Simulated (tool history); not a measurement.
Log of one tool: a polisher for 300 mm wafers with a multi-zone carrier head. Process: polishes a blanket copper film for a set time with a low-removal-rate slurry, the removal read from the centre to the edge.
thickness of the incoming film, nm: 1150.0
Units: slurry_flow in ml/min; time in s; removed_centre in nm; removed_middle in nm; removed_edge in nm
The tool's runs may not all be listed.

Run 1, hour 0: slurry_flow 200 ml/min, centre_zone 1, middle_zone 1, edge_zone 1, slurry_solids 1, time 78 s. Result: removed_centre 220.32 nm, removed_middle 219.72 nm, removed_edge 216.78 nm.
Run 2, hour 4.9: slurry_flow 200 ml/min, centre_zone 1, middle_zone 1, edge_zone 1, slurry_solids 1, time 65 s. Result: removed_centre 183.91 nm, removed_middle 183.18 nm, removed_edge 182.66 nm.
Run 3, hour 6.7: slurry_flow 205 ml/min, centre_zone 1.01, middle_zone 1.01, edge_zone 1.03, slurry_solids 1.1, time 69 s. Result: removed_centre 198.95 nm, removed_middle 200.48 nm, removed_edge 200.63 nm.
Run 4, hour 13.4: slurry_flow 215 ml/min, centre_zone 1.03, middle_zone 1.02, edge_zone 1.06, slurry_solids 1.2, time 72 s. Result: removed_centre 218.69 nm, removed_middle 211.37 nm, removed_edge 214.7 nm.
Run 5, hour 18.3: slurry_flow 215 ml/min, centre_zone 1.03, middle_zone 1.02, edge_zone 1.06, slurry_solids 1.2, time 62 s. Result: removed_centre 186.47 nm, removed_middle 185.66 nm, removed_edge 185.15 nm.
Run 6, hour 20.4: slurry_flow 215 ml/min, centre_zone 1.03, middle_zone 1.02, edge_zone 1.06, slurry_solids 1.2, time 72 s. Result: removed_centre 217.55 nm, removed_middle 214.55 nm, removed_edge 215.07 nm.

Run 7 comes next. What will it give?
Run 7, hour 21.8: slurry_flow 215 ml/min, centre_zone 1.03, middle_zone 1.03, edge_zone 1.08, slurry_solids 1.25, time 75 s. Result: removed_centre ?, removed_middle ?, removed_edge ?.

Run 7 gave removed_centre 227.25 nm, removed_middle 224.44 nm, removed_edge 225.99 nm.

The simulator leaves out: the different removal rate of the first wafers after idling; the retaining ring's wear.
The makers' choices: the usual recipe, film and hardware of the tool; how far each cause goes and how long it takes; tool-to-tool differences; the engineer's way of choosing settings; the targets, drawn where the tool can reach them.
